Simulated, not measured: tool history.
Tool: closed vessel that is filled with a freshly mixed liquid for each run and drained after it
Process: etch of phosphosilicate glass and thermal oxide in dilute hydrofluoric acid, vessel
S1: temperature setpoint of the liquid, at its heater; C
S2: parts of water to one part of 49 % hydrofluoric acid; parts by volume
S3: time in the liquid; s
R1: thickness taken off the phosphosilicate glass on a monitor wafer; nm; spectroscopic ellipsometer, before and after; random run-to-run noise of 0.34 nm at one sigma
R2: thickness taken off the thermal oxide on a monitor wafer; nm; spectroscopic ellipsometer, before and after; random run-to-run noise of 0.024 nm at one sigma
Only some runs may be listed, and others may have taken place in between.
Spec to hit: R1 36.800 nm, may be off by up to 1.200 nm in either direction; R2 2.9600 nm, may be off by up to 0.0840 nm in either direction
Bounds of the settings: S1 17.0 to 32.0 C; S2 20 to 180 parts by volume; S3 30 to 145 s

run	hour	S1	S2	S3	R1	R2
1	0.0	24.0	100	75	44.779	3.6671
2	6.7	24.0	100	95	57.219	4.6619
3	9.5	26.0	100	95	62.588	5.0040
4	10.1	25.0	105	95	56.655	4.5188
5	16.4	24.0	110	95	51.953	4.1293
6	25.1	24.0	90	95	64.756	5.1736
7	25.8	20.0	120	95	40.127	3.2061
8	32.5	19.5	120	95	38.704	3.1851

Which single option among these 4 for the next run brings every result within its allowed miss of target? Just one does.
A	39.2	18.0	125	110	?	?
B	39.2	23.5	145	95	?	?
C	39.2	24.0	150	115	?	?
D	39.2	17.5	115	110	?	?

move	R1	R2
A	40.293	3.2234
B	36.556	2.9244
C	43.358	3.4686
D	43.342	3.4673
A: misses by more than the last run did
B: all results land within tolerance of their targets
C: misses by more than the last run did
D: misses by more than the last run did
Go with B: it meets all targets.

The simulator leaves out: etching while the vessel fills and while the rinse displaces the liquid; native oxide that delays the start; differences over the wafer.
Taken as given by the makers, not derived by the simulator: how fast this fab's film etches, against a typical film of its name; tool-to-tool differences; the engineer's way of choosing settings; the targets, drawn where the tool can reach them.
